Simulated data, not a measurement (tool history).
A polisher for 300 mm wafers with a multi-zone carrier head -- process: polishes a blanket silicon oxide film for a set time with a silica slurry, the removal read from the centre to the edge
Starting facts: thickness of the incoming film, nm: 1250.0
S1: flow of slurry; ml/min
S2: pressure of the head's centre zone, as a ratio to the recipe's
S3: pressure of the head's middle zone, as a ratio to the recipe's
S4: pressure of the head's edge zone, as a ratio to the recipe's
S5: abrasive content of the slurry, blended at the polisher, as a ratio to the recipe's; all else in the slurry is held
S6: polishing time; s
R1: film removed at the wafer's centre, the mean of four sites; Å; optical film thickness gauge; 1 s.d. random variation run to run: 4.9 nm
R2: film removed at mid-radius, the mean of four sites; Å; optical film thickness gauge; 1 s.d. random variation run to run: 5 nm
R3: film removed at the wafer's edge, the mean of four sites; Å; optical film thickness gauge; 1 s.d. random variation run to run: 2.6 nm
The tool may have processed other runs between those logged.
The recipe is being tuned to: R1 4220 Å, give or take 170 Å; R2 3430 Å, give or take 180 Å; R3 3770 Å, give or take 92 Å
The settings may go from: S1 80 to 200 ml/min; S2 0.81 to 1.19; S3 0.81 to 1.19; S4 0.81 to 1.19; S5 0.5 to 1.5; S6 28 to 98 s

{"run": 1, "hour": 0.0, "S1": 130, "S2": 1, "S3": 1, "S4": 1, "S5": 1, "S6": 63, "R1": 2743, "R2": 2787.6, "R3": 2766.9}
{"run": 2, "hour": 2.0, "S1": 130, "S2": 1, "S3": 1.07, "S4": 1, "S5": 1, "S6": 63, "R1": 2727.9, "R2": 2971.2, "R3": 2741.3}
{"run": 3, "hour": 9.5, "S1": 130, "S2": 0.93, "S3": 1.07, "S4": 1, "S5": 1, "S6": 63, "R1": 2597.8, "R2": 3018.2, "R3": 2734.9}
{"run": 4, "hour": 16.0, "S1": 130, "S2": 0.93, "S3": 1.13, "S4": 1, "S5": 1, "S6": 63, "R1": 2636.3, "R2": 3157.3, "R3": 2706}
{"run": 5, "hour": 19.2, "S1": 140, "S2": 0.98, "S3": 1.1, "S4": 1.01, "S5": 1.05, "S6": 63, "R1": 2777.8, "R2": 3223.6, "R3": 2812.7}
{"run": 6, "hour": 25.5, "S1": 140, "S2": 0.98, "S3": 1.18, "S4": 1.01, "S5": 1.05, "S6": 63, "R1": 2863.8, "R2": 3328.1, "R3": 2771.8}
{"run": 7, "hour": 32.5, "S1": 140, "S2": 0.98, "S3": 1.18, "S4": 1.01, "S5": 1.05, "S6": 63, "R1": 2850.2, "R2": 3411.1, "R3": 2794.5}
{"run": 8, "hour": 36.2, "S1": 145, "S2": 1.02, "S3": 1.12, "S4": 1, "S5": 1.15, "S6": 64, "R1": 3097, "R2": 3417, "R3": 2992.9}
{"hour": 45.1, "done": "edge zone pressure recalibrated"}
{"run": 9, "hour": 45.1, "S1": 150, "S2": 1.05, "S3": 1.08, "S4": 0.99, "S5": 1.2, "S6": 64, "R1": 3199.3, "R2": 3510.7, "R3": 3020.6}
{"run": 10, "hour": 46.6, "S1": 150, "S2": 1.05, "S3": 1.08, "S4": 0.99, "S5": 1.2, "S6": 64, "R1": 3210, "R2": 3433.4, "R3": 3042.7}
{"run": 11, "hour": 48.5, "S1": 155, "S2": 1.08, "S3": 1.03, "S4": 0.99, "S5": 1.25, "S6": 65, "R1": 3441.2, "R2": 3349.3, "R3": 3190.2}
{"run": 12, "hour": 56.9, "S1": 160, "S2": 1.1, "S3": 1.02, "S4": 1.01, "S5": 1.3, "S6": 65, "R1": 3500.1, "R2": 3395.9, "R3": 3273.2}
{"run": 13, "hour": 63.2, "S1": 165, "S2": 1.12, "S3": 1, "S4": 1.01, "S5": 1.35, "S6": 65, "R1": 3640.4, "R2": 3346.5, "R3": 3298.7}
{"run": 14, "hour": 67.3, "S1": 165, "S2": 1.12, "S3": 1, "S4": 1.01, "S5": 1.35, "S6": 65, "R1": 3638.1, "R2": 3396.6, "R3": 3293.4}

5 next moves are on the table. One of them brings every result within its allowed miss. Which?
{"run": "A", "hour": 71.4, "S1": 185, "S2": 1.07, "S3": 0.95, "S4": 1.07, "S5": 1.4, "S6": 75, "R1": "?", "R2": "?", "R3": "?"}
{"run": "B", "hour": 71.4, "S1": 155, "S2": 1.12, "S3": 1.02, "S4": 0.98, "S5": 1.35, "S6": 75, "R1": "?", "R2": "?", "R3": "?"}
{"run": "C", "hour": 71.4, "S1": 105, "S2": 1.13, "S3": 0.84, "S4": 1.05, "S5": 1, "S6": 92, "R1": "?", "R2": "?", "R3": "?"}
{"run": "D", "hour": 71.4, "S1": 135, "S2": 1.18, "S3": 0.89, "S4": 1.05, "S5": 1.5, "S6": 72, "R1": "?", "R2": "?", "R3": "?"}
{"run": "E", "hour": 71.4, "S1": 160, "S2": 1.15, "S3": 1.01, "S4": 1.05, "S5": 1.4, "S6": 72, "R1": "?", "R2": "?", "R3": "?"}

move=A R1=4281.7 R2=3974.1 R3=3980.9
move=B R1=4249.8 R2=4043.6 R3=3752.8
move=C R1=4256.4 R2=3465.6 R3=3963
move=D R1=4280 R2=3491.2 R3=3736.5
move=E R1=4251.2 R2=3919.7 R3=3732.2
A: carries the result that was furthest off beyond its target, to the other side
B: gets the furthest-off result to its target, but another result is out of tolerance
C: carries the result that was furthest off beyond its target, to the other side
D: hits every target within its allowed miss
E: gets the furthest-off result to its target, but another result is out of tolerance
Answer: D

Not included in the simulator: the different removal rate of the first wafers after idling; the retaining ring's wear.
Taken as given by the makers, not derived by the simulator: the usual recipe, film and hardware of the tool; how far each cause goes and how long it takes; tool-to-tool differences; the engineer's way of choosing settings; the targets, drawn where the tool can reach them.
